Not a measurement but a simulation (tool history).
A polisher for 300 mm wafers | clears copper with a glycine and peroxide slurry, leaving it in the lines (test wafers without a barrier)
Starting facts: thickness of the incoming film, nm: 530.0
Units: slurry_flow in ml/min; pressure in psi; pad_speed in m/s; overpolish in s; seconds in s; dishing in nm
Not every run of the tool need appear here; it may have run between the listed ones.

run    day  slurry_flow  pressure  pad_speed  overpolish  seconds  dishing
  1      0          235       1.9       1.14          25   113.47   76.995
  2  0.229          235       1.9       1.42          25    96.94   90.893
  3  0.596          235       1.8        1.4          25   104.35   87.357
  4  0.654          235       1.8       1.22          25   113.89   80.068
  5  0.708          235       2.3       1.22          25    93.43   95.005
  6  0.892          235       2.2       1.22          25   93.434   92.063
  7  1.204          235       2.1       1.22          25   101.23   90.637

Run 8 has not been measured yet. What should we expect?
  8  1.271          235         2       1.22          25        ?        ?

{"run 8": {"seconds": 105.21, "dishing": 86.816}}
